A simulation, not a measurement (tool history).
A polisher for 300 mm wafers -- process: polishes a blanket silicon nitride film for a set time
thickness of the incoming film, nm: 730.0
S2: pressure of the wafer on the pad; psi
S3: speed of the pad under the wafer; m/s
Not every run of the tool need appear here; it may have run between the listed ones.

{"run": 1, "day": 0.0, "flow of slurry (ml/min)": 260, "S2": 2.7, "S3": 0.96, "polishing time (s)": 99, "film removed (angstrom)": 1131.8}
{"run": 2, "day": 0.208, "flow of slurry (ml/min)": 260, "S2": 2.7, "S3": 0.78, "polishing time (s)": 99, "film removed (angstrom)": 926.39}
{"run": 3, "day": 0.312, "flow of slurry (ml/min)": 260, "S2": 2.6, "S3": 0.78, "polishing time (s)": 99, "film removed (angstrom)": 895.42}
{"run": 4, "day": 0.408, "flow of slurry (ml/min)": 260, "S2": 2.6, "S3": 0.78, "polishing time (s)": 104, "film removed (angstrom)": 987.82}
{"day": 0.55, "done": "worn pad replaced by a new one"}
{"run": 5, "day": 0.55, "flow of slurry (ml/min)": 290, "S2": 2.6, "S3": 0.78, "polishing time (s)": 104, "film removed (angstrom)": 1032.9}
{"run": 6, "day": 0.796, "flow of slurry (ml/min)": 290, "S2": 3.0, "S3": 0.78, "polishing time (s)": 104, "film removed (angstrom)": 1184.2}
{"run": 7, "day": 0.833, "flow of slurry (ml/min)": 280, "S2": 2.8, "S3": 0.78, "polishing time (s)": 104, "film removed (angstrom)": 1111.8}
{"run": 8, "day": 1.088, "flow of slurry (ml/min)": 270, "S2": 2.6, "S3": 0.78, "polishing time (s)": 104, "film removed (angstrom)": 1014.3}
{"run": 9, "day": 1.279, "flow of slurry (ml/min)": 265, "S2": 2.4, "S3": 0.78, "polishing time (s)": 104, "film removed (angstrom)": 978.68}

Run 10, settings as shown, results not yet in. Your forecast:
{"run": 10, "day": 1.525, "flow of slurry (ml/min)": 260, "S2": 2.2, "S3": 0.76, "polishing time (s)": 104, "film removed (angstrom)": "?"}

Run 10 came out at film removed (angstrom) 877.08.
